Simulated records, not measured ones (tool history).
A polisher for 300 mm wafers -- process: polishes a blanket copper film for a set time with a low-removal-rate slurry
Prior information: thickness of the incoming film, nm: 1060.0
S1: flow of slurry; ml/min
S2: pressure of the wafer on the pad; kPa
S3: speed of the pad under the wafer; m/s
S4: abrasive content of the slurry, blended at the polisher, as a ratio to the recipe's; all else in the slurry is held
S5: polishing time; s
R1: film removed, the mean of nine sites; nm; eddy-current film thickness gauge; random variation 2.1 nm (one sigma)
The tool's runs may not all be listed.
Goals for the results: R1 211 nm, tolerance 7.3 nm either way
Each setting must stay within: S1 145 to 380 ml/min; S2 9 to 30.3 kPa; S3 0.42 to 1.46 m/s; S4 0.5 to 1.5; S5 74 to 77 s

run	hour	S1	S2	S3	S4	S5	R1
1	0	245	19.3	0.94	1	74	167
2	8.4	245	19.3	0.94	0.85	74	163.01
3	9.7	245	20.7	0.94	0.85	74	174.26
4	17.3	245	21.4	0.94	0.85	74	180.31
5	20.1	245	19.3	0.94	0.85	74	165.61
6	25.2	245	19.3	0.94	1.05	74	170.73
7	29.7	245	20	0.94	1.05	74	174.78
8	35.6	245	20.7	0.94	1.05	74	179.96

Consider the 4 candidate settings below. Which is the only one whose results all fall within their allowed miss of target?
A	41.5	305	21.4	0.92	1.1	77	?
B	41.5	245	21.4	1.12	0.95	77	?
C	41.5	225	23.4	0.64	1.1	74	?
D	41.5	265	23.4	0.9	1.2	77	?

move	R1
A	190.53
B	220.97
C	136.89
D	204.08
A: nearer the targets than the last run, but a result is still out of spec
B: the result that was furthest off in the last run now lies on the other side of its target
C: lands further from the targets than the last run did
D: hits every target within its allowed miss
Answer: D

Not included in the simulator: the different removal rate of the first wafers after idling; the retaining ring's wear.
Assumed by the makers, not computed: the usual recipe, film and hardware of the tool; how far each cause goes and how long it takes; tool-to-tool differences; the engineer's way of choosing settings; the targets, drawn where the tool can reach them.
